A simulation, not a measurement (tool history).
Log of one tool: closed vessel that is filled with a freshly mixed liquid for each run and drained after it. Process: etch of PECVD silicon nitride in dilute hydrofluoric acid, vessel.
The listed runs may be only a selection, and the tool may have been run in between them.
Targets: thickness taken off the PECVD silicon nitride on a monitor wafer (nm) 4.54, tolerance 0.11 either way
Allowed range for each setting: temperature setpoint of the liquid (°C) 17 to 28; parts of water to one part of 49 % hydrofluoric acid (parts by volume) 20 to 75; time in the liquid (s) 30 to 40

run,day,temperature setpoint of the liquid (°C),parts of water to one part of 49 % hydrofluoric acid (parts by volume),time in the liquid (s),thickness taken off the PECVD silicon nitride on a monitor wafer (nm)
1,0,20,45,40,2.6986
2,0.183,20,45,40,2.6972
3,0.45,20,45,40,2.7
4,0.825,20,45,30,2.0186
5,0.933,22,45,30,2.3044
6,0.979,24.5,45,30,2.7338
7,1.033,25,45,30,2.8419
8,1.142,25.5,45,30,2.9511
9,1.483,25.5,45,30,2.9459
10,1.775,26,45,30,3.0538
11,2.15,27,35,30,4.181
12,2.471,27.5,35,30,4.3244

Pick the move, out of 4, that brings all results within their allowed miss; only one does.
A,2.792,25,35,40,?
B,2.792,24.5,35,40,?
C,2.792,27,35,35,?
D,2.792,26,35,35,?

move,thickness taken off the PECVD silicon nitride on a monitor wafer (nm)
A,4.888
B,4.7256
C,4.89
D,4.5744
A: moves the result that the last run missed by most past its target, out the other side
B: moves the result that the last run missed by most past its target, out the other side
C: moves the result that the last run missed by most past its target, out the other side
D: in spec on every target
Correct choice: D, which meets every target
